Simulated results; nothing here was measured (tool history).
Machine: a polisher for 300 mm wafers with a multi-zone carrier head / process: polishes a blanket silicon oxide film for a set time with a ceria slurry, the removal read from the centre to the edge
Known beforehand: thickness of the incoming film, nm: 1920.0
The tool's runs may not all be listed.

| run | hour | flow of slurry (ml/min) | pressure of the head's centre zone | pressure of the head's middle zone | pressure of the head's edge zone | polishing time (s) | film removed at the wafer's centre (Å) | film removed at mid-radius (Å) | film removed at the wafer's edge (Å) |
|---|---|---|---|---|---|---|---|---|---|
| 1 | 0.0 | 195 | 1.00 | 1.00 | 1.00 | 51 | 1889.5 | 1840.9 | 1850.5 |
| 2 | 4.6 | 195 | 1.00 | 1.05 | 1.00 | 51 | 1880.7 | 1956.2 | 1840.7 |
| 3 | 7.1 | 195 | 1.00 | 1.09 | 1.00 | 51 | 1880.5 | 2022.2 | 1845.9 |
| 4 | 8.2 | 200 | 0.99 | 1.08 | 1.04 | 54 | 2008.6 | 2096.3 | 1975.4 |
| 5 | 11.1 | 200 | 0.99 | 1.03 | 1.04 | 54 | 1977.8 | 2039.9 | 2009.6 |
| 6 | 12.3 | 205 | 0.98 | 1.03 | 1.07 | 57 | 2090.4 | 2161.7 | 2144.0 |
| 7 | 12.9 | 210 | 0.97 | 1.02 | 1.09 | 59 | 2160.2 | 2253.6 | 2182.0 |

Predict the results of run 8:
| 8 | 14.9 | 155 | 0.88 | 0.92 | 1.19 | 73 | ? | ? | ? |

{"run 8": {"film removed at the wafer's centre (Å)": 2231.3, "film removed at mid-radius (Å)": 2428.6, "film removed at the wafer's edge (Å)": 2799.3}}
